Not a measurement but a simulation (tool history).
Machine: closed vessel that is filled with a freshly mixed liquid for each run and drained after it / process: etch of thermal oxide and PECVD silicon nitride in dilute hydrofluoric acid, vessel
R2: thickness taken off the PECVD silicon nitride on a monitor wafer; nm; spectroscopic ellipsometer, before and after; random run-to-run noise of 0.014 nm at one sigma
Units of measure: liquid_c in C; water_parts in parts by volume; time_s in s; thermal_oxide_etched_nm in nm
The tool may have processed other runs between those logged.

run 1 hour=0 | liquid_c=24 water_parts=160 time_s=480 | thermal_oxide_etched_nm=12.231 R2=6.3571
run 2 hour=7.6 | liquid_c=23.5 water_parts=200 time_s=495 | thermal_oxide_etched_nm=9.5573 R2=5.0809
run 3 hour=16.8 | liquid_c=23.5 water_parts=230 time_s=485 | thermal_oxide_etched_nm=7.809 R2=4.3893
run 4 hour=21.3 | liquid_c=23 water_parts=250 time_s=480 | thermal_oxide_etched_nm=6.8897 R2=3.8475
run 5 hour=26.5 | liquid_c=23 water_parts=195 time_s=480 | thermal_oxide_etched_nm=9.2646 R2=4.9235
run 6 hour=29.9 | liquid_c=22.5 water_parts=225 time_s=485 | thermal_oxide_etched_nm=7.8094 R2=4.1871
run 7 hour=31 | liquid_c=22.5 water_parts=245 time_s=470 | thermal_oxide_etched_nm=6.8218 R2=3.7176
run 8 hour=34 | liquid_c=23 water_parts=260 time_s=450 | thermal_oxide_etched_nm=6.1654 R2=3.5068
run 9 hour=41.8 | liquid_c=23 water_parts=290 time_s=435 | thermal_oxide_etched_nm=5.1737 R2=3.0075

Run 10 comes next. What will it give?
run 10 hour=45.6 | liquid_c=23.5 water_parts=290 time_s=420 | thermal_oxide_etched_nm=? R2=?

Run 10 yielded thermal_oxide_etched_nm 5.1372 nm, R2 3.0095 nm.
